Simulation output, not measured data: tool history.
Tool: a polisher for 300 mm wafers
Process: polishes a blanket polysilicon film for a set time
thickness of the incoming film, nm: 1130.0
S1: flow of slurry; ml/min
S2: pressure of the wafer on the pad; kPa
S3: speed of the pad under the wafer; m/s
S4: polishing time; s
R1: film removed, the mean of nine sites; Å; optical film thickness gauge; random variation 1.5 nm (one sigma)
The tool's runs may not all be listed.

{"run": 1, "hour": 0.0, "S1": 155, "S2": 13.8, "S3": 0.84, "S4": 50, "R1": 3097.1}
{"run": 2, "hour": 4.7, "S1": 130, "S2": 13.8, "S3": 0.84, "S4": 50, "R1": 3046.8}
{"run": 3, "hour": 6.1, "S1": 130, "S2": 12.4, "S3": 0.78, "S4": 50, "R1": 2533.7}
{"run": 4, "hour": 12.9, "S1": 130, "S2": 11.0, "S3": 0.74, "S4": 50, "R1": 2144.0}
{"run": 5, "hour": 16.0, "S1": 130, "S2": 11.0, "S3": 0.74, "S4": 45, "R1": 1880.6}
{"run": 6, "hour": 23.1, "S1": 130, "S2": 11.0, "S3": 0.92, "S4": 45, "R1": 2378.8}
{"run": 7, "hour": 25.5, "S1": 130, "S2": 11.0, "S3": 0.92, "S4": 45, "R1": 2369.8}
{"run": 8, "hour": 29.4, "S1": 130, "S2": 10.3, "S3": 0.88, "S4": 45, "R1": 2185.9}
{"run": 9, "hour": 37.4, "S1": 130, "S2": 9.7, "S3": 0.84, "S4": 45, "R1": 1897.0}
{"run": 10, "hour": 44.9, "S1": 130, "S2": 9.0, "S3": 0.82, "S4": 45, "R1": 1768.6}
{"run": 11, "hour": 46.1, "S1": 130, "S2": 9.0, "S3": 0.82, "S4": 45, "R1": 1741.0}

Run 12 comes next. What will it give?
{"run": 12, "hour": 52.0, "S1": 130, "S2": 8.3, "S3": 0.8, "S4": 45, "R1": "?"}

{"run 12": {"R1": 1582.6}}
